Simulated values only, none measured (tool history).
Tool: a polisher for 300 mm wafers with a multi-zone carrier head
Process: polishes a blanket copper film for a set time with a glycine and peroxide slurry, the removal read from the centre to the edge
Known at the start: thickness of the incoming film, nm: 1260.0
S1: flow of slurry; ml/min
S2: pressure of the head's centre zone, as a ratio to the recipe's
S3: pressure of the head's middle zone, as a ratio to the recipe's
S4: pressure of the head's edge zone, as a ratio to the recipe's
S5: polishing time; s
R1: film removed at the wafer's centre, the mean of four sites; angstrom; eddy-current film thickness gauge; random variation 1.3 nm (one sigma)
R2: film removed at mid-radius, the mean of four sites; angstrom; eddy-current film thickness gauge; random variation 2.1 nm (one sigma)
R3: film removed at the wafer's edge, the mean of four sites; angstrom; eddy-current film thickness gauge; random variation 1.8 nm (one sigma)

Run 1, hour 0.0: S1 175 ml/min, S2 1.00, S3 1.00, S4 1.00, S5 56 s. Result: R1 3610.9 angstrom, R2 3726.8 angstrom, R3 3649.7 angstrom.
Run 2, hour 6.6: S1 175 ml/min, S2 1.00, S3 1.00, S4 1.03, S5 56 s. Result: R1 3618.0 angstrom, R2 3700.9 angstrom, R3 3737.7 angstrom.
Run 3, hour 7.1: S1 175 ml/min, S2 0.95, S3 1.00, S4 1.03, S5 56 s. Result: R1 3545.4 angstrom, R2 3734.5 angstrom, R3 3783.0 angstrom.
Run 4, hour 13.5: S1 175 ml/min, S2 0.95, S3 1.00, S4 1.03, S5 65 s. Result: R1 4097.4 angstrom, R2 4342.8 angstrom, R3 4334.2 angstrom.
Run 5, hour 14.9: S1 155 ml/min, S2 0.97, S3 0.98, S4 0.96, S5 53 s. Result: R1 3287.9 angstrom, R2 3453.5 angstrom, R3 3371.8 angstrom.
Run 6, hour 17.3: S1 145 ml/min, S2 0.99, S3 0.96, S4 0.92, S5 45 s. Result: R1 2774.7 angstrom, R2 2864.1 angstrom, R3 2870.7 angstrom.
Run 7, hour 25.0: S1 145 ml/min, S2 0.99, S3 0.96, S4 0.92, S5 45 s. Result: R1 2802.1 angstrom, R2 2821.3 angstrom, R3 2868.4 angstrom.
Run 8, hour 26.8: S1 140 ml/min, S2 1.01, S3 0.97, S4 0.89, S5 39 s. Result: R1 2437.5 angstrom, R2 2510.0 angstrom, R3 2427.0 angstrom.

Run 9 comes next. What will it give?
Run 9, hour 28.8: S1 135 ml/min, S2 1.02, S3 0.96, S4 0.87, S5 36 s. Result: R1 ?, R2 ?, R3 ?.

{"run 9": {"R1": 2270.6, "R2": 2256.5, "R3": 2188.6}}

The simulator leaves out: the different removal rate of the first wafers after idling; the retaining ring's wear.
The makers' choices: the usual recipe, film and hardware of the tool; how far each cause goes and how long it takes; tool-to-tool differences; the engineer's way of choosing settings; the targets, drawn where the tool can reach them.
